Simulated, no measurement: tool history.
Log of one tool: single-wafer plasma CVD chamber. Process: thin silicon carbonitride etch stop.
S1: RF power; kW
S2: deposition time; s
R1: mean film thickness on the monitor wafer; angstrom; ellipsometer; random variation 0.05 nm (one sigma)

run	day	S1	S2	R1
1	0	0.175	13.5	72.931
2	0.183	0.16	13.5	71.047
3	0.212	0.15	13.5	67.865
4	0.317	0.135	13.5	65.864
5	0.475	0.135	14.7	71.763
6	0.521	0.12	14.7	68.862
7	0.729	0.14	14.9	73.408
8	1	0.14	14.9	73.364

Forecast run 9:
9	1.221	0.155	15.1	?

{"run 9": {"R1": 77.854}}
